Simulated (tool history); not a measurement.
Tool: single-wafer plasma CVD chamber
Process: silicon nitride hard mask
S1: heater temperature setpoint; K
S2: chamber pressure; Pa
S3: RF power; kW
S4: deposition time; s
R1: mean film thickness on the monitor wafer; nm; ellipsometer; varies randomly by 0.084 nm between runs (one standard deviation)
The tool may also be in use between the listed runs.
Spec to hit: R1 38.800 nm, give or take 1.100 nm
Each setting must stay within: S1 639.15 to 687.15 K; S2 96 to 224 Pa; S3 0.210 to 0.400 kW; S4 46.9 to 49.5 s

run  hour      S1   S2     S3    S4      R1
  1   0.0  663.15  160  0.305  49.5  47.330
  2   4.6  671.15  160  0.305  49.5  47.014
  3  13.5  671.15  147  0.290  49.1  43.631
  4  15.1  671.15  165  0.290  49.1  46.090
  5  23.5  664.15  165  0.290  49.1  46.384
  6  27.8  671.15  165  0.290  49.1  46.173
  7  35.2  671.15  149  0.285  49.0  43.314
  8  37.4  671.15  149  0.285  49.0  43.379
  9  43.3  671.15  139  0.280  48.9  41.315
 10  46.6  671.15  133  0.280  48.9  40.214

Below are 4 possible settings for the next run. Only one of them brings all results inside the allowed miss of their targets. Which is it?
  A  49.9  664.15  123  0.285  48.9   ?
  B  49.9  665.15  131  0.295  49.5   ?
  C  49.9  665.15  152  0.280  46.9   ?
  D  49.9  669.15  125  0.300  49.5   ?

move      R1
   A  38.734
   B  41.658
   C  41.739
   D  40.853
A: hits every target within its allowed miss
B: the biggest miss grows against the last run
C: the biggest miss grows against the last run
D: the biggest miss grows against the last run
Move A is the one to make.
